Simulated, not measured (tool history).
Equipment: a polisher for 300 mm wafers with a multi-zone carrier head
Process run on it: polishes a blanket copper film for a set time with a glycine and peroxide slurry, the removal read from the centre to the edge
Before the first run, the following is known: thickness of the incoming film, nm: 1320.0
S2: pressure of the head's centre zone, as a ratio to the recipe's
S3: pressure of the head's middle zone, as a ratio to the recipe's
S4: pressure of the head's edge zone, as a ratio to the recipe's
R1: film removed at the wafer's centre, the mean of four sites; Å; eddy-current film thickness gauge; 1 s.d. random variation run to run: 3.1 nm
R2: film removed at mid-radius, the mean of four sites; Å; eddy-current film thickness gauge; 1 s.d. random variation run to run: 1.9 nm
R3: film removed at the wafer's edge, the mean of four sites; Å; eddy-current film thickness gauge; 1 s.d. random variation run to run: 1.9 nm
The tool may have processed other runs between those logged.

run 1 day=0 | flow_of_slurry_(ml/min)=265 S2=1 S3=1 S4=1 polishing_time_(s)=63 | R1=4151.3 R2=4021.2 R3=4141.6
run 2 day=0.125 | flow_of_slurry_(ml/min)=335 S2=1 S3=1 S4=1 polishing_time_(s)=63 | R1=4273.8 R2=4121 R3=4262.9
run 3 day=0.446 | flow_of_slurry_(ml/min)=270 S2=1 S3=1 S4=1 polishing_time_(s)=63 | R1=4151.8 R2=4042.8 R3=4159.8
run 4 day=0.608 | flow_of_slurry_(ml/min)=270 S2=1 S3=1 S4=0.92 polishing_time_(s)=63 | R1=4053 R2=4030.2 R3=4033
run 5 day=0.829 | flow_of_slurry_(ml/min)=270 S2=1 S3=0.92 S4=0.92 polishing_time_(s)=63 | R1=4250.2 R2=3751.6 R3=4021.9
run 6 day=0.967 | flow_of_slurry_(ml/min)=270 S2=1 S3=1 S4=0.92 polishing_time_(s)=63 | R1=4136.9 R2=4013.8 R3=4025.7
run 7 day=1.038 | flow_of_slurry_(ml/min)=265 S2=1 S3=1.01 S4=0.91 polishing_time_(s)=60 | R1=3972.6 R2=3861.8 R3=3841.6
run 8 day=1.129 | flow_of_slurry_(ml/min)=260 S2=0.99 S3=1.03 S4=0.9 polishing_time_(s)=57 | R1=3752.4 R2=3707.9 R3=3618.1
run 9 day=1.183 | flow_of_slurry_(ml/min)=255 S2=0.89 S3=1.13 S4=0.81 polishing_time_(s)=39 | R1=2299 R2=2751.2 R3=2360
run 10 day=1.35 | flow_of_slurry_(ml/min)=260 S2=0.89 S3=1.13 S4=0.81 polishing_time_(s)=39 | R1=2326.9 R2=2772.2 R3=2376.5

Run 11 has not been measured yet. What should we expect?
run 11 day=1.45 | flow_of_slurry_(ml/min)=265 S2=0.89 S3=1.13 S4=0.81 polishing_time_(s)=39 | R1=? R2=? R3=?

{"run 11": {"R1": 2269, "R2": 2748, "R3": 2348.5}}
